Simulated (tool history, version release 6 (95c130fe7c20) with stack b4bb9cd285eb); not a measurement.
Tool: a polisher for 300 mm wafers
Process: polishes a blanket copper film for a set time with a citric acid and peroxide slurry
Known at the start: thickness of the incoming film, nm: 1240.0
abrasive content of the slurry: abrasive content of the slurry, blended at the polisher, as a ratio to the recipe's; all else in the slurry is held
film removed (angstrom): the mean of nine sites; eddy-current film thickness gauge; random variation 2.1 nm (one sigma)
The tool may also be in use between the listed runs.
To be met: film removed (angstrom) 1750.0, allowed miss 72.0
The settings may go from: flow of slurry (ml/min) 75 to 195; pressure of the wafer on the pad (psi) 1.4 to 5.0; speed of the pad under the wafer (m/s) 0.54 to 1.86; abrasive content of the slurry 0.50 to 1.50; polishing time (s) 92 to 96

| run | hour | flow of slurry (ml/min) | pressure of the wafer on the pad (psi) | speed of the pad under the wafer (m/s) | abrasive content of the slurry | polishing time (s) | film removed (angstrom) |
|---|---|---|---|---|---|---|---|
| 1 | 0.0 | 125 | 3.2 | 1.18 | 1.00 | 92 | 2118.0 |
| 2 | 5.9 | 125 | 3.2 | 1.46 | 1.00 | 92 | 2636.6 |
| 3 | 8.7 | 125 | 3.5 | 1.46 | 1.00 | 92 | 2835.0 |
| 4 | 9.8 | 120 | 3.1 | 1.44 | 1.00 | 92 | 2491.1 |
| 5 | 12.9 | 120 | 3.1 | 1.44 | 0.85 | 92 | 2412.6 |
| 6 | 17.0 | 120 | 3.1 | 1.44 | 1.05 | 92 | 2527.1 |
| 7 | 24.3 | 115 | 2.8 | 1.44 | 1.05 | 92 | 2280.1 |
| 8 | 31.6 | 110 | 2.6 | 1.44 | 1.05 | 92 | 2141.2 |
| 9 | 36.3 | 105 | 2.4 | 1.44 | 1.05 | 92 | 1981.4 |
| 10 | 38.0 | 100 | 2.3 | 1.44 | 1.05 | 92 | 1910.7 |

Which of these 4 next moves meets every target?
| A | 39.7 | 145 | 2.1 | 1.60 | 0.90 | 96 | ? |
| B | 39.7 | 90 | 2.7 | 1.30 | 1.05 | 92 | ? |
| C | 39.7 | 75 | 2.0 | 1.54 | 1.10 | 95 | ? |
| D | 39.7 | 75 | 1.7 | 1.66 | 1.00 | 93 | ? |

| move | film removed (angstrom) |
|---|---|
| A | 2107.2 |
| B | 1909.3 |
| C | 1743.8 |
| D | 1573.3 |
A: further off than the last run
B: as far off as the last run
C: meets every target
D: takes the result that was furthest off past its target
The right move is C.
